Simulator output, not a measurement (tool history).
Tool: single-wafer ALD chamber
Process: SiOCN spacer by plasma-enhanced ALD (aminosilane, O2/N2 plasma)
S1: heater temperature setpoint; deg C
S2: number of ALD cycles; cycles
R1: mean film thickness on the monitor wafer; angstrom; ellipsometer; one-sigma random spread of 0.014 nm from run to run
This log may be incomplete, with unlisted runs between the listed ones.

| run | hour | S1 | S2 | R1 |
|---|---|---|---|---|
| 1 | 0 | 385 | 51 | 32.735 |
| 2 | 8.4 | 385 | 52 | 33.395 |
| 3 | 17.2 | 394 | 52 | 33.233 |
| 4 | 23.7 | 394 | 49 | 31.387 |
| 5 | 31 | 394 | 45 | 28.959 |
| 6 | 36.1 | 394 | 48 | 30.498 |

The next listed run, before its measurement:
| 7 | 38.8 | 394 | 50 | ? |

{"run 7": {"R1": 32.367}}
